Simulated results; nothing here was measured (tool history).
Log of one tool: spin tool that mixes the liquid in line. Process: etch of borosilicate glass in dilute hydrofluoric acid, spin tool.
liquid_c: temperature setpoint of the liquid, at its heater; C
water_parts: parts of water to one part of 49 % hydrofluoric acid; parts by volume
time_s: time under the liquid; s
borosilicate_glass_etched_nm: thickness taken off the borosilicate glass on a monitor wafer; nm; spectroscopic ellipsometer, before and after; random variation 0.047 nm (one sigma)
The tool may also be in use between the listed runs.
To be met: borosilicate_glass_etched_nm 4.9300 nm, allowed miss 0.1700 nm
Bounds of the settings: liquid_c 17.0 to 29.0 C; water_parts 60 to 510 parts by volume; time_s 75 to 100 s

Run 1, hour 0.0: liquid_c 21.0 C, water_parts 285 parts by volume, time_s 100 s. Result: borosilicate_glass_etched_nm 9.9995 nm.
Run 2, hour 7.2: liquid_c 20.5 C, water_parts 310 parts by volume, time_s 100 s. Result: borosilicate_glass_etched_nm 8.8694 nm.
Run 3, hour 9.1: liquid_c 20.0 C, water_parts 330 parts by volume, time_s 100 s. Result: borosilicate_glass_etched_nm 7.9818 nm.
Run 4, hour 13.5: liquid_c 19.5 C, water_parts 350 parts by volume, time_s 100 s. Result: borosilicate_glass_etched_nm 7.3159 nm.
Run 5, hour 14.7: liquid_c 19.0 C, water_parts 365 parts by volume, time_s 100 s. Result: borosilicate_glass_etched_nm 6.7107 nm.
Run 6, hour 18.2: liquid_c 18.5 C, water_parts 375 parts by volume, time_s 100 s. Result: borosilicate_glass_etched_nm 6.3001 nm.
Run 7, hour 23.0: liquid_c 18.5 C, water_parts 385 parts by volume, time_s 100 s. Result: borosilicate_glass_etched_nm 6.3547 nm.
Run 8, hour 30.0: liquid_c 18.5 C, water_parts 395 parts by volume, time_s 100 s. Result: borosilicate_glass_etched_nm 6.1249 nm.
Run 9, hour 32.3: liquid_c 18.0 C, water_parts 405 parts by volume, time_s 100 s. Result: borosilicate_glass_etched_nm 5.6842 nm.
Run 10, hour 40.0: liquid_c 18.0 C, water_parts 410 parts by volume, time_s 100 s. Result: borosilicate_glass_etched_nm 5.6240 nm.
Run 11, hour 41.0: liquid_c 18.0 C, water_parts 415 parts by volume, time_s 100 s. Result: borosilicate_glass_etched_nm 5.6171 nm.
Run 12, hour 41.6: liquid_c 18.0 C, water_parts 420 parts by volume, time_s 100 s. Result: borosilicate_glass_etched_nm 5.4375 nm.
Run 13, hour 44.3: liquid_c 18.0 C, water_parts 425 parts by volume, time_s 100 s. Result: borosilicate_glass_etched_nm 5.2618 nm.

5 next moves are on the table. One of them brings every result within its allowed miss. Which?
Run A, hour 47.0: liquid_c 19.5 C, water_parts 355 parts by volume, time_s 75 s. Result: borosilicate_glass_etched_nm ?.
Run B, hour 47.0: liquid_c 19.5 C, water_parts 425 parts by volume, time_s 100 s. Result: borosilicate_glass_etched_nm ?.
Run C, hour 47.0: liquid_c 17.5 C, water_parts 400 parts by volume, time_s 100 s. Result: borosilicate_glass_etched_nm ?.
Run D, hour 47.0: liquid_c 20.0 C, water_parts 430 parts by volume, time_s 100 s. Result: borosilicate_glass_etched_nm ?.
Run E, hour 47.0: liquid_c 17.0 C, water_parts 350 parts by volume, time_s 75 s. Result: borosilicate_glass_etched_nm ?.

move  borosilicate_glass_etched_nm
   A                        5.3767
   B                        5.6755
   C                        5.7175
   D                        5.6873
   E                        4.9913
A: further off than the last run
B: further off than the last run
C: further off than the last run
D: further off than the last run
E: meets every target
Answer: E
